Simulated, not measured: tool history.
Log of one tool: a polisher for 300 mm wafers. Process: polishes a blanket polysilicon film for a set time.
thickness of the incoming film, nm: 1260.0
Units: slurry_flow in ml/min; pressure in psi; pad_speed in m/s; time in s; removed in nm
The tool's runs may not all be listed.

Run 1, hour 0: slurry_flow 295 ml/min, pressure 3.1 psi, pad_speed 0.96 m/s, time 26 s. Result: removed 255.56 nm.
Run 2, hour 5.2: slurry_flow 295 ml/min, pressure 3.3 psi, pad_speed 0.96 m/s, time 26 s. Result: removed 266.55 nm.
Run 3, hour 13.7: slurry_flow 295 ml/min, pressure 3.3 psi, pad_speed 0.96 m/s, time 23 s. Result: removed 247.32 nm.
Run 4, hour 20.3: slurry_flow 295 ml/min, pressure 3.6 psi, pad_speed 0.98 m/s, time 23 s. Result: removed 263.23 nm.
Run 5, hour 21.1: slurry_flow 255 ml/min, pressure 3.6 psi, pad_speed 0.98 m/s, time 23 s. Result: removed 262.25 nm.
Run 6, hour 26.3: slurry_flow 255 ml/min, pressure 3.9 psi, pad_speed 1 m/s, time 23 s. Result: removed 293.26 nm.
Run 7, hour 29.3: slurry_flow 255 ml/min, pressure 4.1 psi, pad_speed 1 m/s, time 23 s. Result: removed 306.94 nm.

Run 8 comes next. What will it give?
Run 8, hour 34.9: slurry_flow 255 ml/min, pressure 4.2 psi, pad_speed 1 m/s, time 23 s. Result: removed ?.

Run 8 gave removed 317.61 nm.

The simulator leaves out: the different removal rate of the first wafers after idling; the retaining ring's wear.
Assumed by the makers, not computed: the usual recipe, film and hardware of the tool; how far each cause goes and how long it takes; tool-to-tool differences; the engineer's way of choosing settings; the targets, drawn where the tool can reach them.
